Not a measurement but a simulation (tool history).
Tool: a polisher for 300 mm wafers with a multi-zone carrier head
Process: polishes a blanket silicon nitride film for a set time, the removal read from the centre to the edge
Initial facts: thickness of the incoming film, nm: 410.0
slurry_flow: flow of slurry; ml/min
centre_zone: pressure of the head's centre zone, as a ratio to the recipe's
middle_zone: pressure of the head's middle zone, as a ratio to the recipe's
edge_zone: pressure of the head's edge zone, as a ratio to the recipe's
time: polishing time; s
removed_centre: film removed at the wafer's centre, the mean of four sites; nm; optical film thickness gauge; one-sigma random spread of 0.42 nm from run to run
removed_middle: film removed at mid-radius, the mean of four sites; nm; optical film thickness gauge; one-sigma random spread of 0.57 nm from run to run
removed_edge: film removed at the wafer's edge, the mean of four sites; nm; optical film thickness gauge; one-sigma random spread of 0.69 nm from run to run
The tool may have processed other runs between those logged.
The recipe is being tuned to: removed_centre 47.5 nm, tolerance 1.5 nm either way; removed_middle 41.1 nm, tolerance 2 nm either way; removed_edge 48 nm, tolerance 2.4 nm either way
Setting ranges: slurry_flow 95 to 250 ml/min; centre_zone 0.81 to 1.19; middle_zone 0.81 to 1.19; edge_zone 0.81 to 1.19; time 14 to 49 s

run 1 hour=0 | slurry_flow=160 centre_zone=1 middle_zone=1 edge_zone=1 time=31 | removed_centre=81.515 removed_middle=78.241 removed_edge=79.087
run 2 hour=7.8 | slurry_flow=150 centre_zone=0.99 middle_zone=0.95 edge_zone=0.99 time=27 | removed_centre=68.667 removed_middle=63.219 removed_edge=66.829
run 3 hour=12 | slurry_flow=150 centre_zone=0.99 middle_zone=0.95 edge_zone=1.06 time=27 | removed_centre=68.546 removed_middle=63.511 removed_edge=69.859
run 4 hour=15.5 | slurry_flow=140 centre_zone=0.97 middle_zone=0.91 edge_zone=1.03 time=25 | removed_centre=60.694 removed_middle=57.112 removed_edge=63.823
run 5 hour=19.1 | slurry_flow=140 centre_zone=0.98 middle_zone=0.89 edge_zone=1.02 time=23 | removed_centre=56.611 removed_middle=51.18 removed_edge=58.019
run 6 hour=24.6 | slurry_flow=135 centre_zone=0.98 middle_zone=0.87 edge_zone=1 time=22 | removed_centre=54.881 removed_middle=48.914 removed_edge=53.365
run 7 hour=25.5 | slurry_flow=115 centre_zone=0.96 middle_zone=0.81 edge_zone=1.06 time=18 | removed_centre=41.576 removed_middle=34.579 removed_edge=45.001
run 8 hour=31.4 | slurry_flow=130 centre_zone=0.96 middle_zone=0.82 edge_zone=1.05 time=18 | removed_centre=43.056 removed_middle=37.43 removed_edge=44.999
run 9 hour=33.2 | slurry_flow=165 centre_zone=0.99 middle_zone=0.82 edge_zone=1.11 time=19 | removed_centre=49.692 removed_middle=40.872 removed_edge=50.881
run 10 hour=39.2 | slurry_flow=160 centre_zone=0.99 middle_zone=0.83 edge_zone=1.09 time=19 | removed_centre=48.856 removed_middle=42.016 removed_edge=50.247
run 11 hour=44.3 | slurry_flow=160 centre_zone=0.99 middle_zone=0.83 edge_zone=1.08 time=19 | removed_centre=49.221 removed_middle=41.771 removed_edge=50.786
run 12 hour=50.8 | slurry_flow=150 centre_zone=0.99 middle_zone=0.87 edge_zone=1.02 time=18 | removed_centre=44.846 removed_middle=40.508 removed_edge=45.514

Below are 5 possible settings for the next run. Only one of them brings all results inside the allowed miss of their targets. Which is it?
run A hour=57.3 | slurry_flow=145 centre_zone=0.93 middle_zone=0.92 edge_zone=1 time=19 | removed_centre=? removed_middle=? removed_edge=?
run B hour=57.3 | slurry_flow=95 centre_zone=0.94 middle_zone=0.84 edge_zone=1.02 time=21 | removed_centre=? removed_middle=? removed_edge=?
run C hour=57.3 | slurry_flow=135 centre_zone=1.01 middle_zone=0.86 edge_zone=1.05 time=19 | removed_centre=? removed_middle=? removed_edge=?
run D hour=57.3 | slurry_flow=145 centre_zone=0.93 middle_zone=0.92 edge_zone=1.09 time=18 | removed_centre=? removed_middle=? removed_edge=?
run E hour=57.3 | slurry_flow=140 centre_zone=0.91 middle_zone=0.9 edge_zone=1.12 time=18 | removed_centre=? removed_middle=? removed_edge=?

move=A removed_centre=45.585 removed_middle=44.921 removed_edge=48.282
move=B removed_centre=44.293 removed_middle=41.029 removed_edge=49.641
move=C removed_centre=48.607 removed_middle=41.94 removed_edge=48.913
move=D removed_centre=43.186 removed_middle=42.551 removed_edge=47.727
move=E removed_centre=41.869 removed_middle=41.51 removed_edge=48.131
A: moves away from the targets compared with the last run
B: moves away from the targets compared with the last run
C: each result inside its tolerance
D: moves away from the targets compared with the last run
E: moves away from the targets compared with the last run
C meets every target.
